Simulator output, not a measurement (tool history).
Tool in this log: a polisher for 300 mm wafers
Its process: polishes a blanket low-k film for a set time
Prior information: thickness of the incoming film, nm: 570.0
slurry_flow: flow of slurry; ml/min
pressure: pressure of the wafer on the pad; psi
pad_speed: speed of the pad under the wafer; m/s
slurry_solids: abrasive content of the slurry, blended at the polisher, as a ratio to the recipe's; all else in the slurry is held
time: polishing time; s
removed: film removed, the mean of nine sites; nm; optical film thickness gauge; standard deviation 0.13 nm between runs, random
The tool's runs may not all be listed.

| run | hour | slurry_flow | pressure | pad_speed | slurry_solids | time | removed |
|---|---|---|---|---|---|---|---|
| 1 | 0.0 | 240 | 2.1 | 0.82 | 1.00 | 59 | 22.944 |
| 2 | 4.9 | 240 | 1.9 | 0.80 | 1.00 | 59 | 19.740 |
| 3 | 10.9 | 265 | 1.9 | 0.80 | 1.00 | 59 | 20.052 |
| 4 | 17.7 | 265 | 1.9 | 0.80 | 1.00 | 53 | 18.551 |
| 5 | 23.8 | 265 | 1.9 | 0.80 | 1.00 | 53 | 18.216 |
| 6 | 27.9 | 265 | 1.9 | 0.80 | 0.85 | 53 | 17.205 |
| 7 | 31.8 | 265 | 1.8 | 0.80 | 0.85 | 53 | 16.125 |
| 8 | 34.9 | 265 | 1.7 | 0.80 | 0.85 | 53 | 15.442 |
| 9 | 36.8 | 265 | 1.7 | 0.80 | 0.85 | 53 | 15.421 |

Forecast run 10:
| 10 | 43.1 | 265 | 1.6 | 0.80 | 0.85 | 53 | ? |

Run 10 yielded removed 14.341 nm.
